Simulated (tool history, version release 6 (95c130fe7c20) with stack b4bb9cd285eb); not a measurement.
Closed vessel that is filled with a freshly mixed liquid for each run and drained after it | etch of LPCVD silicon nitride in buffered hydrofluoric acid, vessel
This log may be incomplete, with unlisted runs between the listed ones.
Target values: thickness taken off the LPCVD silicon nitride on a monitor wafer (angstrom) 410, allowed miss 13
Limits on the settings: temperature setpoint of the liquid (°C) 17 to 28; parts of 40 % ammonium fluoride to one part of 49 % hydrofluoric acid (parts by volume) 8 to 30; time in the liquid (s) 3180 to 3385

| run | day | temperature setpoint of the liquid (°C) | parts of 40 % ammonium fluoride to one part of 49 % hydrofluoric acid (parts by volume) | time in the liquid (s) | thickness taken off the LPCVD silicon nitride on a monitor wafer (angstrom) |
|---|---|---|---|---|---|
| 1 | 0 | 20 | 22.5 | 3180 | 170.1 |
| 2 | 0.304 | 17.5 | 22.5 | 3180 | 148.16 |
| 3 | 0.717 | 18.5 | 21 | 3185 | 166.92 |
| 4 | 1 | 19.5 | 19.5 | 3190 | 183.94 |
| 5 | 1.296 | 19.5 | 19.5 | 3180 | 184.07 |
| 6 | 1.654 | 17.5 | 19.5 | 3180 | 164.99 |
|  | 2.05 | thermometer replaced |
| 7 | 2.05 | 18.5 | 18 | 3185 | 210.19 |
| 8 | 2.217 | 19.5 | 17.5 | 3185 | 234.86 |
| 9 | 2.612 | 20.5 | 17.5 | 3185 | 245.7 |
| 10 | 2.875 | 21.5 | 17.5 | 3185 | 254.97 |
| 11 | 3.179 | 21.5 | 17.5 | 3185 | 259.88 |
| 12 | 3.246 | 22 | 17.5 | 3185 | 265.61 |
| 13 | 3.317 | 22.5 | 17.5 | 3185 | 266.56 |
| 14 | 3.388 | 23 | 17.5 | 3185 | 280.65 |

Pick the move, out of 4, that brings all results within their allowed miss; only one does.
| A | 3.458 | 26 | 15 | 3385 | ? |
| B | 3.458 | 26.5 | 14 | 3380 | ? |
| C | 3.458 | 21.5 | 10.5 | 3385 | ? |
| D | 3.458 | 23.5 | 12 | 3385 | ? |

| move | thickness taken off the LPCVD silicon nitride on a monitor wafer (angstrom) |
|---|---|
| A | 406.53 |
| B | 446.21 |
| C | 450.62 |
| D | 441.64 |
A: meets every target
B: carries the result that was furthest off beyond its target, to the other side
C: carries the result that was furthest off beyond its target, to the other side
D: carries the result that was furthest off beyond its target, to the other side
Correct choice: A, which meets every target
